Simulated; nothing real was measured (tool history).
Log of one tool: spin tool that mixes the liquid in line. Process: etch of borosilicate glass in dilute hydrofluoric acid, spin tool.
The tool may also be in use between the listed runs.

run	hour	temperature setpoint of the liquid (K)	parts of water to one part of 49 % hydrofluoric acid (parts by volume)	time under the liquid (s)	thickness taken off the borosilicate glass on a monitor wafer (angstrom)
1	0.0	295.15	70	15	57.600
2	8.5	297.15	60	15	74.683
3	11.8	298.65	50	15	95.195
4	14.5	297.15	50	15	90.617
5	21.6	297.15	65	15	67.631
6	24.3	298.65	55	15	86.888

Forecast run 7:
7	32.9	299.65	50	15	?

{"run 7": {"thickness taken off the borosilicate glass on a monitor wafer (angstrom)": 99.99}}
